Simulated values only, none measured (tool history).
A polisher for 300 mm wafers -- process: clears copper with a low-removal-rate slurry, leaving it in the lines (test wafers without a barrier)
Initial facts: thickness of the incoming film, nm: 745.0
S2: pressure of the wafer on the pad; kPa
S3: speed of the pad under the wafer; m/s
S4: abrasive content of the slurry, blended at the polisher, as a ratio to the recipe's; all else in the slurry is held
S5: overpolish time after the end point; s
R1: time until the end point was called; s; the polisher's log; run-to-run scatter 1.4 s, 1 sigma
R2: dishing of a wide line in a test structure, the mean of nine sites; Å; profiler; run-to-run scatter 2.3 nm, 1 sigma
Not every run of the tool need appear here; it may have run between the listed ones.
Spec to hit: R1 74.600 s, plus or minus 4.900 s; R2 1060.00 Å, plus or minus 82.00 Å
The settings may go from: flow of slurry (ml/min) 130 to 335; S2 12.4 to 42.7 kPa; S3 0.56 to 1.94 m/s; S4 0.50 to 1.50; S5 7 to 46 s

{"run": 1, "day": 0.0, "flow of slurry (ml/min)": 215, "S2": 27.6, "S3": 1.24, "S4": 1.0, "S5": 24, "R1": 161.03, "R2": 720.47}
{"run": 2, "day": 0.25, "flow of slurry (ml/min)": 215, "S2": 31.7, "S3": 1.32, "S4": 1.0, "S5": 22, "R1": 132.29, "R2": 789.9}
{"run": 3, "day": 0.479, "flow of slurry (ml/min)": 215, "S2": 34.5, "S3": 1.4, "S4": 1.0, "S5": 21, "R1": 117.46, "R2": 805.59}
{"run": 4, "day": 0.75, "flow of slurry (ml/min)": 260, "S2": 34.5, "S3": 1.4, "S4": 1.0, "S5": 21, "R1": 116.26, "R2": 838.81}
{"run": 5, "day": 1.004, "flow of slurry (ml/min)": 260, "S2": 34.5, "S3": 1.4, "S4": 1.0, "S5": 26, "R1": 115.36, "R2": 1016.2}
{"run": 6, "day": 1.146, "flow of slurry (ml/min)": 260, "S2": 34.5, "S3": 1.4, "S4": 1.0, "S5": 35, "R1": 114.16, "R2": 1250.3}
{"run": 7, "day": 1.2, "flow of slurry (ml/min)": 265, "S2": 42.1, "S3": 1.62, "S4": 1.0, "S5": 24, "R1": 87.484, "R2": 1155.6}
{"run": 8, "day": 1.308, "flow of slurry (ml/min)": 265, "S2": 42.1, "S3": 1.68, "S4": 1.0, "S5": 22, "R1": 83.883, "R2": 1161.9}
{"run": 9, "day": 1.367, "flow of slurry (ml/min)": 265, "S2": 42.1, "S3": 1.68, "S4": 1.0, "S5": 22, "R1": 86.009, "R2": 1156.2}

5 candidate next runs follow, results not yet known. Just one meets every target within its allowed miss. Identify it.
{"run": "A", "day": 1.425, "flow of slurry (ml/min)": 270, "S2": 42.7, "S3": 1.92, "S4": 1.2, "S5": 16, "R1": "?", "R2": "?"}
{"run": "B", "day": 1.425, "flow of slurry (ml/min)": 270, "S2": 42.7, "S3": 1.94, "S4": 1.15, "S5": 16, "R1": "?", "R2": "?"}
{"run": "C", "day": 1.425, "flow of slurry (ml/min)": 280, "S2": 42.7, "S3": 1.8, "S4": 1.05, "S5": 15, "R1": "?", "R2": "?"}
{"run": "D", "day": 1.425, "flow of slurry (ml/min)": 260, "S2": 42.7, "S3": 1.8, "S4": 1.0, "S5": 18, "R1": "?", "R2": "?"}
{"run": "E", "day": 1.425, "flow of slurry (ml/min)": 285, "S2": 42.7, "S3": 1.94, "S4": 1.15, "S5": 17, "R1": "?", "R2": "?"}

move=A R1=68.453 R2=991.35
move=B R1=68.557 R2=990.30
move=C R1=75.395 R2=882.27
move=D R1=76.981 R2=991.61
move=E R1=68.207 R2=1036.60
A: takes the biggest miss from the last run beyond its target
B: takes the biggest miss from the last run beyond its target
C: corrects the largest miss of the last run, while another result sits out of spec
D: all results land within tolerance of their targets
E: takes the biggest miss from the last run beyond its target
The right move is D.

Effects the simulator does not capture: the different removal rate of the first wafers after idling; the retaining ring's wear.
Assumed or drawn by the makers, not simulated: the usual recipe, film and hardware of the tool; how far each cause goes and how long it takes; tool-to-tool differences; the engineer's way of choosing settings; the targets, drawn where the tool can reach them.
